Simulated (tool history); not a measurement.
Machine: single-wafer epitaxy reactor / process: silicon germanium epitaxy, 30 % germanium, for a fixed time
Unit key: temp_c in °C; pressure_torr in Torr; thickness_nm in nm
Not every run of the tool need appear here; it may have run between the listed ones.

run 1 hour=0 | temp_c=580 pressure_torr=19.8 | thickness_nm=37.288
run 2 hour=3.1 | temp_c=589 pressure_torr=19.8 | thickness_nm=45.232
run 3 hour=5.3 | temp_c=583 pressure_torr=19.7 | thickness_nm=40.047
run 4 hour=12.4 | temp_c=578 pressure_torr=19.6 | thickness_nm=35.857
run 5 hour=15.9 | temp_c=586 pressure_torr=19.6 | thickness_nm=42.678
run 6 hour=23.2 | temp_c=593 pressure_torr=19.6 | thickness_nm=49.325
run 7 hour=25.2 | temp_c=586 pressure_torr=19.5 | thickness_nm=42.706
run 8 hour=30.9 | temp_c=574 pressure_torr=19.1 | thickness_nm=32.499
run 9 hour=36.5 | temp_c=571 pressure_torr=19.1 | thickness_nm=30.33
run 10 hour=45.4 | temp_c=569 pressure_torr=19.1 | thickness_nm=29.093
run 11 hour=48.4 | temp_c=568 pressure_torr=19.1 | thickness_nm=28.313
-- hour=53.5 capacitance manometer re-zeroed and calibrated
run 12 hour=53.5 | temp_c=567 pressure_torr=19.1 | thickness_nm=28.411
run 13 hour=58.6 | temp_c=566 pressure_torr=19.1 | thickness_nm=27.846
run 14 hour=60.5 | temp_c=566 pressure_torr=19.1 | thickness_nm=27.68
run 15 hour=62.5 | temp_c=565 pressure_torr=19.1 | thickness_nm=27.044

The next listed run, before its measurement:
run 16 hour=68.3 | temp_c=564 pressure_torr=19.1 | thickness_nm=?

thickness_nm: 26.678 nm
